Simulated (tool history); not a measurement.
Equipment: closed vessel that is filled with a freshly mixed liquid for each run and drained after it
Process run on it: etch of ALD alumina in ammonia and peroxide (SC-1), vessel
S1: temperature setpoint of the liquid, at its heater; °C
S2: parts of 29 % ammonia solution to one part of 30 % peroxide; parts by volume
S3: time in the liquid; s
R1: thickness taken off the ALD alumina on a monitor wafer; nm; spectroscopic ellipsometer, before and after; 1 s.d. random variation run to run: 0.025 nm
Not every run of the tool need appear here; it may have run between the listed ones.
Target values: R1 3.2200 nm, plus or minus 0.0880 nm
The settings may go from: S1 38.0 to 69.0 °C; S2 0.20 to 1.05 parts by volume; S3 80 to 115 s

run	hour	S1	S2	S3	R1
1	0.0	53.0	0.55	115	6.6771
2	4.3	57.5	0.55	115	8.4803
3	11.5	55.5	0.55	115	7.5002
4	16.9	54.0	0.55	115	6.9122
# hour 19.9: ammonia flow meter replaced
5	19.9	54.0	0.55	80	4.8274
6	21.2	53.5	0.55	80	4.7726
7	29.8	53.0	0.55	80	4.7247
8	36.4	45.0	0.55	80	3.0083
9	40.5	45.5	0.55	80	3.0573

Exactly one of the 5 candidate moves below puts every result within its allowed miss. Which one?
A	44.6	45.0	0.60	85	?
B	44.6	43.0	0.60	90	?
C	44.6	40.0	0.50	110	?
D	44.6	40.0	0.70	105	?
E	44.6	39.0	0.75	110	?

move	R1
A	3.1971
B	3.0182
C	3.0425
D	2.9993
E	2.9811
A: hits every target within its allowed miss
B: its largest miss is bigger than the last run's
C: its largest miss is bigger than the last run's
D: its largest miss is bigger than the last run's
E: its largest miss is bigger than the last run's
Go with A: it meets all targets.
